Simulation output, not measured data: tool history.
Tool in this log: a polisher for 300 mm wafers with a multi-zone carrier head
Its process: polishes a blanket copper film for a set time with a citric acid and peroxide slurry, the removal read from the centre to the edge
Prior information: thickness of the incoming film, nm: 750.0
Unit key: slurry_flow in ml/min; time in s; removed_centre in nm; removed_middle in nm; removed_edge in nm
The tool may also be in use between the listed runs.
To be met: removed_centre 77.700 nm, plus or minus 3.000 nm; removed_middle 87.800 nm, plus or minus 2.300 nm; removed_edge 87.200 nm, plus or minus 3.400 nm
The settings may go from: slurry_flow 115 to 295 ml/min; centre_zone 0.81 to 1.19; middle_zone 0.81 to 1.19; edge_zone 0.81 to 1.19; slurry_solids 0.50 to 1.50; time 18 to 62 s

run 1 day=0.000 | slurry_flow=190 centre_zone=1.00 middle_zone=1.00 edge_zone=1.00 slurry_solids=1.00 time=40 | removed_centre=124.510 removed_middle=120.550 removed_edge=120.380
run 2 day=0.054 | slurry_flow=185 centre_zone=0.97 middle_zone=0.99 edge_zone=0.98 slurry_solids=0.90 time=39 | removed_centre=114.540 removed_middle=115.780 removed_edge=114.460
run 3 day=0.367 | slurry_flow=185 centre_zone=0.97 middle_zone=0.99 edge_zone=1.03 slurry_solids=0.90 time=39 | removed_centre=114.600 removed_middle=114.040 removed_edge=114.720
run 4 day=0.642 | slurry_flow=180 centre_zone=0.95 middle_zone=0.98 edge_zone=1.02 slurry_solids=0.85 time=38 | removed_centre=108.510 removed_middle=107.410 removed_edge=112.630
run 5 day=1.017 | slurry_flow=180 centre_zone=0.94 middle_zone=0.99 edge_zone=1.00 slurry_solids=0.80 time=37 | removed_centre=102.100 removed_middle=106.140 removed_edge=105.920
run 6 day=1.296 | slurry_flow=175 centre_zone=0.93 middle_zone=0.98 edge_zone=0.98 slurry_solids=0.75 time=36 | removed_centre=98.495 removed_middle=100.910 removed_edge=99.797
run 7 day=1.492 | slurry_flow=170 centre_zone=0.91 middle_zone=0.98 edge_zone=0.98 slurry_solids=0.70 time=36 | removed_centre=96.675 removed_middle=100.760 removed_edge=101.210
run 8 day=1.562 | slurry_flow=170 centre_zone=0.90 middle_zone=0.98 edge_zone=0.97 slurry_solids=0.65 time=35 | removed_centre=91.394 removed_middle=96.528 removed_edge=97.228

4 candidate next runs follow, results not yet known. Just one meets every target within its allowed miss. Identify it.
run A day=1.633 | slurry_flow=175 centre_zone=0.99 middle_zone=0.81 edge_zone=1.10 slurry_solids=0.65 time=35 | removed_centre=? removed_middle=? removed_edge=?
run B day=1.633 | slurry_flow=170 centre_zone=0.95 middle_zone=0.92 edge_zone=0.94 slurry_solids=0.50 time=32 | removed_centre=? removed_middle=? removed_edge=?
run C day=1.633 | slurry_flow=170 centre_zone=0.87 middle_zone=1.01 edge_zone=0.99 slurry_solids=0.85 time=30 | removed_centre=? removed_middle=? removed_edge=?
run D day=1.633 | slurry_flow=165 centre_zone=0.81 middle_zone=0.97 edge_zone=1.03 slurry_solids=0.70 time=39 | removed_centre=? removed_middle=? removed_edge=?

move=A removed_centre=99.093 removed_middle=84.830 removed_edge=104.050
move=B removed_centre=83.448 removed_middle=81.494 removed_edge=84.596
move=C removed_centre=77.389 removed_middle=88.375 removed_edge=87.726
move=D removed_centre=90.324 removed_middle=107.740 removed_edge=112.470
A: further off than the last run
B: better than the last run, though not everything is in spec
C: meets every target
D: further off than the last run
Correct choice: C, which meets every target
